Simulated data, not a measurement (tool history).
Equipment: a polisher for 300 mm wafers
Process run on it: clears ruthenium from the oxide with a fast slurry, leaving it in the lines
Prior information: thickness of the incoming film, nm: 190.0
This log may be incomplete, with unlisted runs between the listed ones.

run	hour	flow of slurry (ml/min)	pressure of the wafer on the pad (kPa)	speed of the pad under the wafer (cm/s)	abrasive content of the slurry	overpolish time after the end point (s)	time until the end point was called (s)	dishing of a wide line in a test structure (nm)
1	0	215	21.4	104	1	14	40.737	54.591
2	7.3	215	21.4	104	1	18	41.242	67.2
3	8.4	215	21.4	104	1	14	40.914	54.448
4	11	215	20.7	104	1	14	42.072	52.94
# hour 16.5: worn pad replaced by a new one
5	16.5	215	24.1	104	1	14	35.28	62.961
6	23.2	215	24.1	104	0.9	14	37.224	58.037
7	30.5	215	22.8	104	0.9	14	38.629	56.406

What will run 8 give?
8	35.6	215	22.8	104	0.9	14	?	?

{"run 8": {"time until the end point was called (s)": 39.607, "dishing of a wide line in a test structure (nm)": 56.383}}
